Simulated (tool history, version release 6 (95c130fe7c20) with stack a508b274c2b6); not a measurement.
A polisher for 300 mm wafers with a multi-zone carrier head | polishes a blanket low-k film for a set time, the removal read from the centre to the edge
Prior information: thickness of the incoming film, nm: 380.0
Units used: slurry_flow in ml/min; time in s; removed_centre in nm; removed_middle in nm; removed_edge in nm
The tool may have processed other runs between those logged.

run,hour,slurry_flow,centre_zone,middle_zone,edge_zone,slurry_solids,time,removed_centre,removed_middle,removed_edge
1,0.0,315,1.00,1.00,1.00,1.00,77,25.776,26.744,26.552
2,7.3,315,1.00,0.92,1.00,1.00,77,25.792,25.102,26.458
3,14.8,390,1.00,0.92,1.00,1.00,77,27.000,26.100,27.141
4,21.7,385,1.00,0.94,0.97,0.95,77,25.716,25.777,26.098
# hour 28.5: slurry nozzle cleaned
5,28.5,385,1.02,0.96,0.94,0.90,77,27.396,27.050,25.877
6,29.8,380,1.01,0.96,0.92,0.85,76,26.046,25.873,24.953
7,32.9,380,1.01,0.98,0.90,0.80,75,25.569,25.188,23.669
8,33.8,375,1.00,0.99,0.88,0.75,75,24.247,24.519,22.854
9,40.4,365,1.00,1.00,0.87,0.70,75,23.601,24.328,21.741

Estimate the outcome of run 10 from the log above:
10,42.2,355,1.00,1.00,0.86,0.70,75,?,?,?

{"run 10": {"removed_centre": 23.283, "removed_middle": 24.495, "removed_edge": 21.724}}
